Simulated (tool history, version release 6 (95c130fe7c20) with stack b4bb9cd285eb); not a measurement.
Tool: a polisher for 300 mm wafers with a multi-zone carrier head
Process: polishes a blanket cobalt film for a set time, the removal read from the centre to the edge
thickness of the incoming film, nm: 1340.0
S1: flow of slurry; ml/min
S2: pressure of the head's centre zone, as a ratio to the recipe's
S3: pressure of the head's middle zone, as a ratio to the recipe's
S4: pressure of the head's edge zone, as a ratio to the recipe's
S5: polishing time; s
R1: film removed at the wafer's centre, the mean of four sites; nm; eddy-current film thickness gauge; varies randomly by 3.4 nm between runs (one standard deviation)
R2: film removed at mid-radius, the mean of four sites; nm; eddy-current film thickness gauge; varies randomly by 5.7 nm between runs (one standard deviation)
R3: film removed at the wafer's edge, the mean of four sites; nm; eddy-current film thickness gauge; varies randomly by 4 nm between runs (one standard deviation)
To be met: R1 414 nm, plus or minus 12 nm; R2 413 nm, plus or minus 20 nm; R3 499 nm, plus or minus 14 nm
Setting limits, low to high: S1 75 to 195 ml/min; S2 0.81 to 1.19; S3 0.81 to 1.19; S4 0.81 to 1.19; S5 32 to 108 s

run 1 hour=0 | S1=125 S2=1 S3=1 S4=1 S5=70 | R1=271.56 R2=278.03 R3=289.1
run 2 hour=0.6 | S1=100 S2=1 S3=1 S4=1 S5=70 | R1=243.84 R2=253.01 R3=274.05
run 3 hour=3.2 | S1=105 S2=0.99 S3=0.99 S4=1.03 S5=74 | R1=263.64 R2=277.37 R3=296.68
run 4 hour=10.1 | S1=105 S2=0.99 S3=0.99 S4=1.03 S5=62 | R1=218.59 R2=228.05 R3=247.91
run 5 hour=13.1 | S1=110 S2=0.98 S3=0.97 S4=1.05 S5=68 | R1=242.49 R2=252.94 R3=276.95
run 6 hour=14.5 | S1=115 S2=0.97 S3=0.95 S4=1.07 S5=73 | R1=265.07 R2=272.33 R3=306.2
run 7 hour=22.9 | S1=120 S2=0.96 S3=0.94 S4=1.09 S5=76 | R1=278.27 R2=285.37 R3=324.15
-- hour=26.5 slurry nozzle cleaned
run 8 hour=26.5 | S1=125 S2=0.95 S3=0.93 S4=1.1 S5=79 | R1=329.2 R2=338.05 R3=366.61
run 9 hour=31 | S1=125 S2=0.93 S3=0.91 S4=1.11 S5=80 | R1=334.87 R2=326.6 R3=369.75
run 10 hour=36 | S1=125 S2=0.91 S3=0.91 S4=1.12 S5=82 | R1=328.76 R2=333.64 R3=383.25

Exactly one of the 5 candidate moves below puts every result within its allowed miss. Which one?
run A hour=41 | S1=90 S2=0.96 S3=0.82 S4=1.18 S5=103 | R1=? R2=? R3=?
run B hour=41 | S1=135 S2=0.97 S3=0.85 S4=1.17 S5=101 | R1=? R2=? R3=?
run C hour=41 | S1=145 S2=0.87 S3=0.82 S4=1.12 S5=103 | R1=? R2=? R3=?
run D hour=41 | S1=105 S2=0.85 S3=0.86 S4=1.13 S5=108 | R1=? R2=? R3=?
run E hour=41 | S1=130 S2=0.89 S3=0.94 S4=1.13 S5=96 | R1=? R2=? R3=?

move=A R1=385.66 R2=352.79 R3=465.29
move=B R1=437.16 R2=399.13 R3=491.8
move=C R1=409.72 R2=403.05 R3=496
move=D R1=383.05 R2=403.22 R3=493.38
move=E R1=379.73 R2=405.15 R3=455.81
A: better than the last run, though not everything is in spec
B: gets the furthest-off result to its target, but another result is out of tolerance
C: every result lands within tolerance
D: gets the furthest-off result to its target, but another result is out of tolerance
E: better than the last run, though not everything is in spec
The move that meets every target is C.
